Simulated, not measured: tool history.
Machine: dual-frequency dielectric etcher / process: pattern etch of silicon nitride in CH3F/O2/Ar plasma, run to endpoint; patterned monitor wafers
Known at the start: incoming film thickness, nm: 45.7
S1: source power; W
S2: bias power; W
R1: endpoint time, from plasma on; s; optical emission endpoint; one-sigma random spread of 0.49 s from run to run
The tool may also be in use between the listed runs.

run,day,S1,S2,R1
1,0.000,290,68,67.746
2,0.212,290,75,63.676
3,0.283,290,64,66.892
4,0.538,300,65,66.590
5,0.575,270,65,69.759
6,0.942,240,65,72.663
7,1.192,250,66,73.036
8,1.467,260,67,69.291
9,1.750,270,68,69.299
10,2.042,280,69,67.056
11,2.238,290,70,66.137
12,2.488,300,71,65.347
13,2.679,310,72,63.418

What does the tool deliver on the next run?
14,2.867,330,74,?

Run 14 came out at R1 61.454 s.
